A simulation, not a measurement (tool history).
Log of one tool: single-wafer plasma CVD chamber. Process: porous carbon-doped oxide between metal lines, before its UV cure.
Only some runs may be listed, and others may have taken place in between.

run	hour	heater temperature setpoint (°C)	RF power (kW)	deposition time (s)	mean film thickness on the monitor wafer (angstrom)
1	0.0	285	0.390	40.9	1896.3
2	7.0	290	0.360	40.5	1657.5
3	11.3	294	0.350	40.4	1567.4
4	17.7	297	0.345	40.3	1508.0
5	21.6	297	0.345	40.9	1523.9
6	24.3	300	0.340	40.8	1482.6

Expected results for the next run?
7	31.4	302	0.335	40.7	?

mean film thickness on the monitor wafer (angstrom): 1436.9

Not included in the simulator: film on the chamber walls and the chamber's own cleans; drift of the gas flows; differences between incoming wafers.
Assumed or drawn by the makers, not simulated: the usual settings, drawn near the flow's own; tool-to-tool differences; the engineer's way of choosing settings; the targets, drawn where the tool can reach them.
